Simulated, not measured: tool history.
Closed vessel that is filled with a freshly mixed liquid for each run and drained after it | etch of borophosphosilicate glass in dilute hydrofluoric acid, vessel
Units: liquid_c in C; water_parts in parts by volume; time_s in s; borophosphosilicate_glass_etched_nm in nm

run,hour,liquid_c,water_parts,time_s,borophosphosilicate_glass_etched_nm
1,0,23,70,95,47.101
2,9,21,75,95,40.032
3,12.2,21,65,95,47.132
4,19.6,19.5,70,95,40.766
5,26,18.5,75,95,36.262
6,32.6,18,80,95,33.338
7,35.5,17.5,80,95,32.482

Forecast run 8:
8,42.1,17,85,95,?

{"run 8": {"borophosphosilicate_glass_etched_nm": 29.617}}
